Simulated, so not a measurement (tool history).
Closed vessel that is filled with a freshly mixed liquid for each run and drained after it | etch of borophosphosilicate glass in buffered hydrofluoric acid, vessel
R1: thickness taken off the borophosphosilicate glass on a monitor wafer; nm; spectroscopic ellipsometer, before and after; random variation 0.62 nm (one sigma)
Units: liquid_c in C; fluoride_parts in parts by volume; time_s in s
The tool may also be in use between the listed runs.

run 1 hour=0 | liquid_c=22 fluoride_parts=13 time_s=95 | R1=124.48
run 2 hour=9 | liquid_c=20.5 fluoride_parts=13 time_s=95 | R1=115.64
run 3 hour=11.3 | liquid_c=20.5 fluoride_parts=13 time_s=100 | R1=121.25
run 4 hour=16.8 | liquid_c=20.5 fluoride_parts=10.5 time_s=100 | R1=151.91
run 5 hour=24.4 | liquid_c=19.5 fluoride_parts=12 time_s=100 | R1=123.13
run 6 hour=31.8 | liquid_c=18.5 fluoride_parts=12.5 time_s=100 | R1=112.9
run 7 hour=40 | liquid_c=18 fluoride_parts=13 time_s=100 | R1=106.86

Run 8 comes next. What will it give?
run 8 hour=48.8 | liquid_c=17.5 fluoride_parts=13.5 time_s=100 | R1=?

R1: 99.39 nm
